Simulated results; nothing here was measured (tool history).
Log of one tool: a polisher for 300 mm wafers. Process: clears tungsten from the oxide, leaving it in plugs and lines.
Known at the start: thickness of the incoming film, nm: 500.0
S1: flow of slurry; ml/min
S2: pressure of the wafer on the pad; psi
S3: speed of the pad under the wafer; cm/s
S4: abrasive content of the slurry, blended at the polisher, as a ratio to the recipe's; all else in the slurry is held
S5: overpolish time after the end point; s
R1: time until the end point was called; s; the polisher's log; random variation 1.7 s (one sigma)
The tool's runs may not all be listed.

run,hour,S1,S2,S3,S4,S5,R1
1,0.0,310,4.2,134,1.0,38,67.211
2,1.4,310,4.0,134,1.0,38,71.184
3,9.4,365,4.0,134,1.0,38,69.246
4,17.2,310,4.0,134,1.0,38,71.194
5,24.4,310,3.8,134,1.0,38,74.028
6,32.5,310,3.7,134,1.0,38,73.568
7,35.5,310,3.5,132,1.0,38,79.493
8,40.5,310,3.4,132,1.0,38,83.063
9,43.5,310,3.3,132,1.0,38,83.051

What does the tool deliver on the next run?
10,46.4,310,2.1,128,1.0,38,?

Run 10 produced R1 128.460 s.
